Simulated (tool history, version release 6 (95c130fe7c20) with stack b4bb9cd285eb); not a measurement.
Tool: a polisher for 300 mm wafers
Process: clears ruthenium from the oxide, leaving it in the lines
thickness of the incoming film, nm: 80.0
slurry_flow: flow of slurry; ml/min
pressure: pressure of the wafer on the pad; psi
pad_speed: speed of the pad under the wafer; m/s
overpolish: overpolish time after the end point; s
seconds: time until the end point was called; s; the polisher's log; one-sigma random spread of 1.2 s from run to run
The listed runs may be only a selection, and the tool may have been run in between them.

run  hour  slurry_flow  pressure  pad_speed  overpolish  seconds
  1     0          290         2        0.8          33    102.1
  2   7.2          290       2.2        0.8          33   96.575
  3   7.8          290       2.4       0.82          33   85.154
  4  11.8          290       2.5       0.82          33    81.89
  5  14.8          290       2.6       0.82          33   79.626
  6  19.6          290       2.6       0.64          33    98.37
  7  25.8          290       2.7       0.68          33   92.571
  8  28.7          290       2.8       0.72          33   84.148
     31.6  -- slurry nozzle cleaned
  9  31.6          290       2.9       0.74          33   76.027

Run 10 has not been measured yet. What should we expect?
 10  32.4          290         3       0.74          33        ?

Run 10 gave seconds 74.569 s.
